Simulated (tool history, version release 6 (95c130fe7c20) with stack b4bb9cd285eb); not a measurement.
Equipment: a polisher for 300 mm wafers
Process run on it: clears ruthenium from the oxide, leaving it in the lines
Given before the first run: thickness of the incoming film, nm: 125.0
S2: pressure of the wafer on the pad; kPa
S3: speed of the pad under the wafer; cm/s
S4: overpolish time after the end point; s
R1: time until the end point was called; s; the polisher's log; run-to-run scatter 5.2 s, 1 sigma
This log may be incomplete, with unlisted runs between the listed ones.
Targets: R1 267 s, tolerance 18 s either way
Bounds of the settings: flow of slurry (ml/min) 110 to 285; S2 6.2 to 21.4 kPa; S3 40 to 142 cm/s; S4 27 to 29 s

Run 1, hour 0: flow of slurry (ml/min) 180, S2 13.8 kPa, S3 90 cm/s, S4 27 s. Result: R1 152.32 s.
Run 2, hour 4.4: flow of slurry (ml/min) 180, S2 13.1 kPa, S3 90 cm/s, S4 27 s. Result: R1 165.55 s.
Run 3, hour 7: flow of slurry (ml/min) 180, S2 12.4 kPa, S3 90 cm/s, S4 27 s. Result: R1 169.3 s.
Run 4, hour 13.2: flow of slurry (ml/min) 195, S2 12.4 kPa, S3 90 cm/s, S4 27 s. Result: R1 167.64 s.
Run 5, hour 14.5: flow of slurry (ml/min) 195, S2 11.7 kPa, S3 90 cm/s, S4 27 s. Result: R1 178.82 s.
Run 6, hour 15.2: flow of slurry (ml/min) 195, S2 11 kPa, S3 90 cm/s, S4 27 s. Result: R1 189.79 s.
Run 7, hour 18.5: flow of slurry (ml/min) 195, S2 10.3 kPa, S3 90 cm/s, S4 27 s. Result: R1 198.94 s.
Run 8, hour 20.2: flow of slurry (ml/min) 195, S2 9.7 kPa, S3 90 cm/s, S4 27 s. Result: R1 212.24 s.

Next run, 5 choices. One meets every target within its allowed miss, the rest don't. Which?
Run A, hour 21.9: flow of slurry (ml/min) 180, S2 11 kPa, S3 98 cm/s, S4 27 s. Result: R1 ?.
Run B, hour 21.9: flow of slurry (ml/min) 230, S2 9.7 kPa, S3 70 cm/s, S4 27 s. Result: R1 ?.
Run C, hour 21.9: flow of slurry (ml/min) 200, S2 7.6 kPa, S3 78 cm/s, S4 27 s. Result: R1 ?.
Run D, hour 21.9: flow of slurry (ml/min) 235, S2 8.3 kPa, S3 112 cm/s, S4 29 s. Result: R1 ?.
Run E, hour 21.9: flow of slurry (ml/min) 210, S2 8.3 kPa, S3 92 cm/s, S4 29 s. Result: R1 ?.

move      R1
   A  175.76
   B  265.21
   C  307.63
   D  194.19
   E  239.41
A: lands further from the targets than the last run did
B: every result lands within tolerance
C: carries the result that was furthest off beyond its target, to the other side
D: lands further from the targets than the last run did
E: an improvement on the last run, though not all results are within tolerance
Answer: B
